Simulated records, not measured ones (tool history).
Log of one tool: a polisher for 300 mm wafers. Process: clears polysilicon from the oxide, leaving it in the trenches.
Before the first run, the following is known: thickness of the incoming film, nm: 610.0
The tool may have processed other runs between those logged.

run,hour,flow of slurry (ml/min),pressure of the wafer on the pad (kPa),speed of the pad under the wafer (cm/s),overpolish time after the end point (s),time until the end point was called (s),dishing of a wide line in a test structure (Å)
1,0.0,275,15.2,124,10,42.789,368.43
2,7.7,275,11.7,124,10,51.152,353.13
3,10.0,320,11.7,124,10,50.262,350.90
4,13.4,355,10.3,124,8,54.395,328.57
5,19.9,420,10.3,124,8,54.447,331.59
6,21.8,375,10.3,124,8,54.751,329.78
7,30.7,390,9.7,126,6,55.664,295.47

For run 8, what comes out?
8,35.1,390,9.0,126,6,?,?

{"run 8": {"time until the end point was called (s)": 58.281, "dishing of a wide line in a test structure (Å)": 294.93}}
